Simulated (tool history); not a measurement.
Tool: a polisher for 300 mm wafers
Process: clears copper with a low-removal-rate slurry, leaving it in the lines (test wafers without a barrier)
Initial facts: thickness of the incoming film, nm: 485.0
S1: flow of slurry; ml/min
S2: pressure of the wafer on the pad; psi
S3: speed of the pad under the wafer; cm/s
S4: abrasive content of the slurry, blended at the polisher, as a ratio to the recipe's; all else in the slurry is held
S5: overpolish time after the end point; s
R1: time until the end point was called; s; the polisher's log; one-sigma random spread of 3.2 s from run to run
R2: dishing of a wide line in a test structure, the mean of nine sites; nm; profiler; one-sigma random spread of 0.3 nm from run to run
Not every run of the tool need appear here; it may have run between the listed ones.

run 1 hour=0 | S1=295 S2=2.3 S3=124 S4=1 S5=18 | R1=190.01 R2=34.616
run 2 hour=6.8 | S1=250 S2=2.3 S3=124 S4=1 S5=18 | R1=193.29 R2=34.438
run 3 hour=13.1 | S1=250 S2=2.3 S3=124 S4=1 S5=15 | R1=193.95 R2=29.623
run 4 hour=18.6 | S1=190 S2=2.3 S3=124 S4=1 S5=15 | R1=203.73 R2=29.476
run 5 hour=24.6 | S1=195 S2=2 S3=124 S4=1 S5=14 | R1=224.52 R2=24.802
run 6 hour=29 | S1=190 S2=1.7 S3=124 S4=1 S5=14 | R1=245.52 R2=22.47
run 7 hour=35.6 | S1=190 S2=1.5 S3=122 S4=1 S5=14 | R1=270.98 R2=20.569
run 8 hour=38.2 | S1=190 S2=1.4 S3=122 S4=1 S5=14 | R1=282.3 R2=20.29
run 9 hour=44.4 | S1=190 S2=1.4 S3=122 S4=1 S5=14 | R1=283.35 R2=19.898

Run 10 is up next; what results do you expect?
run 10 hour=47.3 | S1=190 S2=1.3 S3=122 S4=1 S5=14 | R1=? R2=?

Run 10 gave R1 293.78 s, R2 19.263 nm.
